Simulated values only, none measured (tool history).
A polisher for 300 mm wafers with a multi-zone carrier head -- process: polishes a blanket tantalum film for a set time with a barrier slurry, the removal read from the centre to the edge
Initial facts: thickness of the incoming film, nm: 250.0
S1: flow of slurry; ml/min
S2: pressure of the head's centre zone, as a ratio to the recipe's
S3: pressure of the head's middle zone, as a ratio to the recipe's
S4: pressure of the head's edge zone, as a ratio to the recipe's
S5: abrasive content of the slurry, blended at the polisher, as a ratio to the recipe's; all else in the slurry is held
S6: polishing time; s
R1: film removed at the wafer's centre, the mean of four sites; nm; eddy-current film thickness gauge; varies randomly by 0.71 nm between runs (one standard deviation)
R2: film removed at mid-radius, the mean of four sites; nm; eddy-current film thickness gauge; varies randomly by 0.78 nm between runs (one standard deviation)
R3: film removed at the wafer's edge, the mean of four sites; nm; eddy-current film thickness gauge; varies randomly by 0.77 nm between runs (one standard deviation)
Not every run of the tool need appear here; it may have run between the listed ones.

run    day   S1    S2    S3    S4    S5  S6      R1      R2      R3
  1  0.000  170  1.00  1.00  1.00  1.00  76  63.657  63.208  62.816
  2  0.175  180  1.02  1.02  1.02  1.05  78  68.429  66.354  65.377
  3  0.417  180  1.02  1.02  1.02  1.25  78  71.582  68.771  67.665
  4  0.483  180  1.02  1.02  1.02  1.45  78  73.279  69.688  70.039
  5  0.612  180  1.02  1.02  0.99  1.45  78  72.885  70.602  68.283
  6  0.896  185  1.03  1.04  1.01  1.45  81  76.974  75.341  71.683
     1.175  -- worn pad replaced by a new one
  7  1.175  190  1.04  1.05  1.03  1.45  84  89.614  87.495  83.040

The next listed run, before its measurement:
  8  1.312  200  1.05  1.05  1.04  1.45  84   ?   ?   ?

Run 8 produced R1 90.834 nm, R2 87.635 nm, R3 84.013 nm.
